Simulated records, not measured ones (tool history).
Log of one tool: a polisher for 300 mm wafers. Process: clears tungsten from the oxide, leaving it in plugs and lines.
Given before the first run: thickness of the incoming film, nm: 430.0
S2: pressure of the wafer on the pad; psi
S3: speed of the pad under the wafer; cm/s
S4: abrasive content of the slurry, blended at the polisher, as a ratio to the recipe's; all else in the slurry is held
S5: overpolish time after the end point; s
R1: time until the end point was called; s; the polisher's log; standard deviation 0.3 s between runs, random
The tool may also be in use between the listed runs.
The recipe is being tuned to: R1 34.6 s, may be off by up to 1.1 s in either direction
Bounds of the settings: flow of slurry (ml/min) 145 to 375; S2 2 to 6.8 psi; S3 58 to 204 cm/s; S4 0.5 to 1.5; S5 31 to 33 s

{"run": 1, "hour": 0.0, "flow of slurry (ml/min)": 240, "S2": 4.4, "S3": 130, "S4": 1, "S5": 31, "R1": 57.863}
{"run": 2, "hour": 8.5, "flow of slurry (ml/min)": 240, "S2": 4.9, "S3": 130, "S4": 1, "S5": 31, "R1": 51.88}
{"run": 3, "hour": 16.9, "flow of slurry (ml/min)": 240, "S2": 4, "S3": 130, "S4": 1, "S5": 31, "R1": 62.285}
{"run": 4, "hour": 20.9, "flow of slurry (ml/min)": 240, "S2": 4.5, "S3": 130, "S4": 1, "S5": 31, "R1": 56.479}
{"run": 5, "hour": 24.2, "flow of slurry (ml/min)": 240, "S2": 4.5, "S3": 130, "S4": 0.8, "S5": 31, "R1": 59.101}
{"run": 6, "hour": 31.8, "flow of slurry (ml/min)": 240, "S2": 4.5, "S3": 144, "S4": 0.8, "S5": 31, "R1": 54.814}
{"run": 7, "hour": 33.9, "flow of slurry (ml/min)": 240, "S2": 5, "S3": 144, "S4": 0.8, "S5": 31, "R1": 49.866}
{"run": 8, "hour": 42.3, "flow of slurry (ml/min)": 250, "S2": 6.2, "S3": 146, "S4": 0.8, "S5": 31, "R1": 40.433}

Exercise: of the 4 proposed moves below, exactly one satisfies all targets within the stated allowed misses. Which move is it?
{"run": "A", "hour": 50.7, "flow of slurry (ml/min)": 160, "S2": 6.6, "S3": 148, "S4": 1.05, "S5": 33, "R1": "?"}
{"run": "B", "hour": 50.7, "flow of slurry (ml/min)": 260, "S2": 5.9, "S3": 180, "S4": 0.8, "S5": 31, "R1": "?"}
{"run": "C", "hour": 50.7, "flow of slurry (ml/min)": 235, "S2": 6.3, "S3": 164, "S4": 0.65, "S5": 33, "R1": "?"}
{"run": "D", "hour": 50.7, "flow of slurry (ml/min)": 210, "S2": 5.5, "S3": 120, "S4": 0.8, "S5": 33, "R1": "?"}

move=A R1=36.161
move=B R1=34.531
move=C R1=36.9
move=D R1=52.6
A: better than the last run, though not everything is in spec
B: hits every target within its allowed miss
C: better than the last run, though not everything is in spec
D: lands further from the targets than the last run did
The right move is B.
